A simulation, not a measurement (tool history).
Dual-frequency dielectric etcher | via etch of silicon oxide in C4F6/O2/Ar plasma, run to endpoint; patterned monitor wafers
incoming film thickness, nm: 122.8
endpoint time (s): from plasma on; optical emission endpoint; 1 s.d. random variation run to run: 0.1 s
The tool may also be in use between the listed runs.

{"run": 1, "hour": 0.0, "bias power (W)": 418, "source power (W)": 290, "Ar flow (sccm)": 291, "endpoint time (s)": 29.804}
{"run": 2, "hour": 6.5, "bias power (W)": 418, "source power (W)": 330, "Ar flow (sccm)": 291, "endpoint time (s)": 28.393}
{"run": 3, "hour": 8.7, "bias power (W)": 376, "source power (W)": 320, "Ar flow (sccm)": 292, "endpoint time (s)": 29.997}
{"run": 4, "hour": 13.8, "bias power (W)": 350, "source power (W)": 320, "Ar flow (sccm)": 293, "endpoint time (s)": 30.826}
{"run": 5, "hour": 16.2, "bias power (W)": 331, "source power (W)": 320, "Ar flow (sccm)": 293, "endpoint time (s)": 31.535}
{"run": 6, "hour": 17.1, "bias power (W)": 318, "source power (W)": 320, "Ar flow (sccm)": 293, "endpoint time (s)": 32.042}

The next listed run, before its measurement:
{"run": 7, "hour": 20.8, "bias power (W)": 309, "source power (W)": 320, "Ar flow (sccm)": 293, "endpoint time (s)": "?"}

{"run 7": {"endpoint time (s)": 32.334}}

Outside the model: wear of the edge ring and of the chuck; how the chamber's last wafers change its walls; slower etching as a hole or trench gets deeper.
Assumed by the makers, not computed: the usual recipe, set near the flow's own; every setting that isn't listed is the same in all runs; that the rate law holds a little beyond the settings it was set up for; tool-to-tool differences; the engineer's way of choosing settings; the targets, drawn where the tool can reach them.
